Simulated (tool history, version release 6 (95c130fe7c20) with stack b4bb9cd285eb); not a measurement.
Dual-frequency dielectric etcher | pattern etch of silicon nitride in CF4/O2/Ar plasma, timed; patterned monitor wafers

run,hour,source power (kW),bias power (kW),Ar flow (sccm),CF4 flow (sccm),etch time (s),mean etch depth across the wafer (nm)
1,0,0.71,0.044,84,78,169,395.27
2,2,0.71,0.044,84,68,169,385.76
3,3.3,0.67,0.044,84,68,169,366.94
4,8.1,0.67,0.044,84,68,176,381.88
5,12.9,0.67,0.044,77,68,176,388.03
6,18.2,0.63,0.044,77,68,176,363.55
7,23.8,0.61,0.044,77,68,176,354.33
8,30.6,0.59,0.044,77,68,176,344.87
9,32.5,0.58,0.044,77,68,176,338.36

Predict the results of run 10:
10,41.4,0.57,0.044,77,68,176,?

mean etch depth across the wafer (nm): 333.38
